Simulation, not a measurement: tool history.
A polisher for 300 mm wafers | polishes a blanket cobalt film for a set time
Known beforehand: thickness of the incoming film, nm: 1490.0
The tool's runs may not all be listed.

| run | hour | flow of slurry (ml/min) | pressure of the wafer on the pad (psi) | speed of the pad under the wafer (m/s) | polishing time (s) | film removed (angstrom) |
|---|---|---|---|---|---|---|
| 1 | 0 | 225 | 2.2 | 0.88 | 65 | 3037.1 |
| 2 | 7.8 | 230 | 2.3 | 0.88 | 65 | 3183.8 |
| 3 | 14 | 230 | 2.8 | 0.88 | 65 | 3884.2 |
| 4 | 16 | 230 | 3.2 | 0.88 | 65 | 4457.7 |
| 5 | 18.6 | 230 | 3.5 | 0.88 | 65 | 4798 |
| 6 | 25.2 | 225 | 3.3 | 0.88 | 65 | 4471.5 |
| 7 | 31.6 | 210 | 3.2 | 0.88 | 65 | 4360.8 |

Run 8 comes next. What will it give?
| 8 | 40.2 | 210 | 3.1 | 0.88 | 65 | ? |

Run 8 measured film removed (angstrom) 4217.9.
